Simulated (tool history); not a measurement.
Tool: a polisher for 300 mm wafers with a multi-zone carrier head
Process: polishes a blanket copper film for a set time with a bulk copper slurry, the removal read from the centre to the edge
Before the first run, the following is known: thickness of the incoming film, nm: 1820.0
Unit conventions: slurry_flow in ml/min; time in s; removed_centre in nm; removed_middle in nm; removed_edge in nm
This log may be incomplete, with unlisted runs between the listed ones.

{"run": 1, "day": 0.0, "slurry_flow": 265, "centre_zone": 1, "middle_zone": 1, "edge_zone": 1, "slurry_solids": 1, "time": 60, "removed_centre": 525.47, "removed_middle": 540.16, "removed_edge": 519.19}
{"run": 2, "day": 0.088, "slurry_flow": 260, "centre_zone": 0.99, "middle_zone": 0.97, "edge_zone": 0.97, "slurry_solids": 0.9, "time": 53, "removed_centre": 450.38, "removed_middle": 440.58, "removed_edge": 445.34}
{"run": 3, "day": 0.129, "slurry_flow": 260, "centre_zone": 0.99, "middle_zone": 0.97, "edge_zone": 0.97, "slurry_solids": 1.1, "time": 53, "removed_centre": 465.99, "removed_middle": 464.12, "removed_edge": 468.38}
{"run": 4, "day": 0.488, "slurry_flow": 260, "centre_zone": 0.98, "middle_zone": 0.96, "edge_zone": 0.94, "slurry_solids": 0.95, "time": 48, "removed_centre": 411.25, "removed_middle": 402.24, "removed_edge": 402.29}
{"run": 5, "day": 0.667, "slurry_flow": 260, "centre_zone": 0.97, "middle_zone": 0.94, "edge_zone": 0.92, "slurry_solids": 0.85, "time": 45, "removed_centre": 368.73, "removed_middle": 358.12, "removed_edge": 360.03}
{"run": 6, "day": 0.954, "slurry_flow": 260, "centre_zone": 0.94, "middle_zone": 0.94, "edge_zone": 0.92, "slurry_solids": 0.85, "time": 45, "removed_centre": 357.38, "removed_middle": 366.18, "removed_edge": 366.92}
{"run": 7, "day": 1.308, "slurry_flow": 255, "centre_zone": 0.94, "middle_zone": 0.92, "edge_zone": 0.9, "slurry_solids": 0.75, "time": 43, "removed_centre": 336.7, "removed_middle": 336.79, "removed_edge": 339.07}

What does the tool deliver on the next run?
{"run": 8, "day": 1.517, "slurry_flow": 255, "centre_zone": 0.94, "middle_zone": 0.9, "edge_zone": 0.88, "slurry_solids": 0.7, "time": 41, "removed_centre": "?", "removed_middle": "?", "removed_edge": "?"}

{"run 8": {"removed_centre": 313.16, "removed_middle": 310.6, "removed_edge": 322.6}}
